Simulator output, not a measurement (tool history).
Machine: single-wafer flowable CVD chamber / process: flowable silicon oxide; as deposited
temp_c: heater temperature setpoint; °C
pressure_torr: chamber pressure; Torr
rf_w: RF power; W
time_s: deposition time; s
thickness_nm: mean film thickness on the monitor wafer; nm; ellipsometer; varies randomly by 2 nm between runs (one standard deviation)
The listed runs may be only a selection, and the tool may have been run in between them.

Run 1, hour 0.0: temp_c 105 °C, pressure_torr 0.739 Torr, rf_w 1520 W, time_s 646 s. Result: thickness_nm 303.81 nm.
Run 2, hour 7.6: temp_c 103 °C, pressure_torr 0.739 Torr, rf_w 1520 W, time_s 646 s. Result: thickness_nm 326.73 nm.
Run 3, hour 12.3: temp_c 103 °C, pressure_torr 0.739 Torr, rf_w 1520 W, time_s 665 s. Result: thickness_nm 335.92 nm.
Run 4, hour 15.3: temp_c 101 °C, pressure_torr 0.739 Torr, rf_w 1520 W, time_s 665 s. Result: thickness_nm 359.70 nm.
Run 5, hour 16.4: temp_c 101 °C, pressure_torr 0.739 Torr, rf_w 1415 W, time_s 665 s. Result: thickness_nm 351.77 nm.
Run 6, hour 25.4: temp_c 101 °C, pressure_torr 0.739 Torr, rf_w 1415 W, time_s 646 s. Result: thickness_nm 346.39 nm.
Run 7, hour 33.2: temp_c 100 °C, pressure_torr 0.739 Torr, rf_w 1415 W, time_s 646 s. Result: thickness_nm 354.53 nm.
Run 8, hour 39.8: temp_c 99 °C, pressure_torr 0.739 Torr, rf_w 1415 W, time_s 646 s. Result: thickness_nm 367.60 nm.
Run 9, hour 46.1: temp_c 98 °C, pressure_torr 0.739 Torr, rf_w 1415 W, time_s 646 s. Result: thickness_nm 379.69 nm.
Run 10, hour 54.0: temp_c 97 °C, pressure_torr 0.739 Torr, rf_w 1415 W, time_s 646 s. Result: thickness_nm 391.30 nm.
Run 11, hour 58.9: temp_c 96 °C, pressure_torr 0.739 Torr, rf_w 1415 W, time_s 646 s. Result: thickness_nm 404.22 nm.
At hour 67.8: capacitance manometer re-zeroed and calibrated.
Run 12, hour 67.8: temp_c 95 °C, pressure_torr 0.739 Torr, rf_w 1415 W, time_s 646 s. Result: thickness_nm 397.08 nm.

What will run 13 give?
Run 13, hour 71.7: temp_c 94 °C, pressure_torr 0.739 Torr, rf_w 1415 W, time_s 646 s. Result: thickness_nm ?.

{"run 13": {"thickness_nm": 411.38}}
